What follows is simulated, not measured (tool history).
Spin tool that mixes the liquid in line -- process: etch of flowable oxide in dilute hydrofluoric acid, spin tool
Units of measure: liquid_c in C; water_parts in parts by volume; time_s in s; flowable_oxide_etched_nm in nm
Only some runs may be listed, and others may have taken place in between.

run  hour  liquid_c  water_parts  time_s  flowable_oxide_etched_nm
  1   0.0      22.0           55      50                    35.455
  2   0.8      23.5           50      50                    41.616
  3   4.0      23.5           35      50                    60.917
  4   9.5      25.0           35      50                    65.094
  5  10.1      22.0           35      50                    57.112
  6  10.9      23.5           35      50                    60.967
  7  17.6      25.0           35      50                    64.476
  8  23.9      26.0           35      50                    68.210
  9  31.8      27.0           35      50                    69.836
 10  39.4      27.5           35      50                    71.557

For run 11, what comes out?
 11  40.3      28.0           35      50                         ?

flowable_oxide_etched_nm: 73.765 nm
